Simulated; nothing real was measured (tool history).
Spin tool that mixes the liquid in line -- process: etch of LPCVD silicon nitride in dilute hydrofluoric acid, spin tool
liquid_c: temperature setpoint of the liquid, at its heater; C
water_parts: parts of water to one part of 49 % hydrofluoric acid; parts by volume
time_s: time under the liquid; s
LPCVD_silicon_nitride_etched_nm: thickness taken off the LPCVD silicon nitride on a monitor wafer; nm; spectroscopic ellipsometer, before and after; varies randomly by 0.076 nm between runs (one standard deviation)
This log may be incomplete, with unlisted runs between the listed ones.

run    day  liquid_c  water_parts  time_s  LPCVD_silicon_nitride_etched_nm
  1      0        26           70     285                           2.8328
  2  0.108        27           70     285                           2.9636
  3  0.254        27           90     285                           2.3202
  4  0.458        27           90     310                           2.4952
  5  0.796        27          105     310                           2.1461
  6      1        28          100     310                            2.456
  7  1.033        28          100     310                           2.4732
  8  1.333        32           75     310                           4.1563

Run 9 has not been measured yet. What should we expect?
  9  1.554      32.5           75     310                                ?

Run 9 yielded LPCVD_silicon_nitride_etched_nm 4.3146 nm.
